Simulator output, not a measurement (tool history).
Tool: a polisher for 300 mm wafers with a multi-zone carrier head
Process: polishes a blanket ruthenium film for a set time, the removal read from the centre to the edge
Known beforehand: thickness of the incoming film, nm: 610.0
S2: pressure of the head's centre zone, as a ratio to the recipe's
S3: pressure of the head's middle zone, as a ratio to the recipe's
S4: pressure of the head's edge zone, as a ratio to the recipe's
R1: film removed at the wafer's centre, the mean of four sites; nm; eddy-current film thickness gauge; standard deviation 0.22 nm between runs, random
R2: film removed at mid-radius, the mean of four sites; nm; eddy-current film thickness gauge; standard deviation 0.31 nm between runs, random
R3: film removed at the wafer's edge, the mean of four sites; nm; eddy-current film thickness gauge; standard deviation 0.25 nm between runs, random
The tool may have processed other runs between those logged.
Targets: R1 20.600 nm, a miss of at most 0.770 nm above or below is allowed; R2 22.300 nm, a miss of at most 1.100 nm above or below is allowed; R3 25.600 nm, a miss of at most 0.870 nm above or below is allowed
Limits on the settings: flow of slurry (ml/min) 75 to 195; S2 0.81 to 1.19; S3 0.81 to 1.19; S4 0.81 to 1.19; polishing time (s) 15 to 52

{"run": 1, "hour": 0.0, "flow of slurry (ml/min)": 125, "S2": 1.0, "S3": 1.0, "S4": 1.0, "polishing time (s)": 33, "R1": 50.956, "R2": 49.679, "R3": 47.837}
{"run": 2, "hour": 8.2, "flow of slurry (ml/min)": 110, "S2": 0.95, "S3": 0.95, "S4": 0.99, "polishing time (s)": 28, "R1": 38.43, "R2": 37.838, "R3": 39.886}
{"run": 3, "hour": 10.3, "flow of slurry (ml/min)": 110, "S2": 0.95, "S3": 0.91, "S4": 0.99, "polishing time (s)": 28, "R1": 39.032, "R2": 37.024, "R3": 40.465}
{"run": 4, "hour": 18.4, "flow of slurry (ml/min)": 140, "S2": 0.95, "S3": 0.91, "S4": 0.99, "polishing time (s)": 28, "R1": 40.535, "R2": 38.228, "R3": 41.232}
{"run": 5, "hour": 20.3, "flow of slurry (ml/min)": 140, "S2": 0.95, "S3": 0.91, "S4": 1.04, "polishing time (s)": 28, "R1": 41.259, "R2": 39.498, "R3": 41.804}
{"run": 6, "hour": 28.4, "flow of slurry (ml/min)": 140, "S2": 0.95, "S3": 0.91, "S4": 1.04, "polishing time (s)": 20, "R1": 29.155, "R2": 26.469, "R3": 30.211}
{"run": 7, "hour": 36.1, "flow of slurry (ml/min)": 130, "S2": 0.91, "S3": 0.92, "S4": 1.04, "polishing time (s)": 19, "R1": 26.216, "R2": 25.55, "R3": 28.554}
{"hour": 42.7, "done": "edge zone pressure recalibrated"}
{"run": 8, "hour": 42.7, "flow of slurry (ml/min)": 125, "S2": 0.88, "S3": 0.91, "S4": 1.04, "polishing time (s)": 18, "R1": 23.927, "R2": 24.104, "R3": 28.114}
{"run": 9, "hour": 44.5, "flow of slurry (ml/min)": 120, "S2": 0.87, "S3": 0.92, "S4": 1.03, "polishing time (s)": 17, "R1": 22.4, "R2": 23.17, "R3": 25.965}
{"run": 10, "hour": 51.8, "flow of slurry (ml/min)": 115, "S2": 0.86, "S3": 0.92, "S4": 1.03, "polishing time (s)": 17, "R1": 21.851, "R2": 22.845, "R3": 25.662}
{"run": 11, "hour": 53.7, "flow of slurry (ml/min)": 110, "S2": 0.85, "S3": 0.92, "S4": 1.03, "polishing time (s)": 17, "R1": 21.402, "R2": 22.787, "R3": 25.908}

Below are 5 possible settings for the next run. Only one of them brings all results inside the allowed miss of their targets. Which is it?
{"run": "A", "hour": 55.6, "flow of slurry (ml/min)": 90, "S2": 0.86, "S3": 0.83, "S4": 1.11, "polishing time (s)": 17, "R1": "?", "R2": "?", "R3": "?"}
{"run": "B", "hour": 55.6, "flow of slurry (ml/min)": 130, "S2": 0.91, "S3": 0.96, "S4": 1.02, "polishing time (s)": 16, "R1": "?", "R2": "?", "R3": "?"}
{"run": "C", "hour": 55.6, "flow of slurry (ml/min)": 90, "S2": 0.81, "S3": 0.92, "S4": 1.08, "polishing time (s)": 16, "R1": "?", "R2": "?", "R3": "?"}
{"run": "D", "hour": 55.6, "flow of slurry (ml/min)": 100, "S2": 0.81, "S3": 0.82, "S4": 1.17, "polishing time (s)": 16, "R1": "?", "R2": "?", "R3": "?"}
{"run": "E", "hour": 55.6, "flow of slurry (ml/min)": 135, "S2": 0.83, "S3": 0.93, "S4": 1.08, "polishing time (s)": 16, "R1": "?", "R2": "?", "R3": "?"}

move=A R1=20.806 R2=20.114 R3=26.006
move=B R1=22.268 R2=22.716 R3=24.550
move=C R1=18.445 R2=20.616 R3=24.142
move=D R1=18.826 R2=19.096 R3=25.408
move=E R1=20.426 R2=22.260 R3=25.303
A: puts the biggest miss on target and leaves a different result outside tolerance
B: misses by more than the last run did
C: carries the result that was furthest off beyond its target, to the other side
D: carries the result that was furthest off beyond its target, to the other side
E: hits every target within its allowed miss
The right move is E.
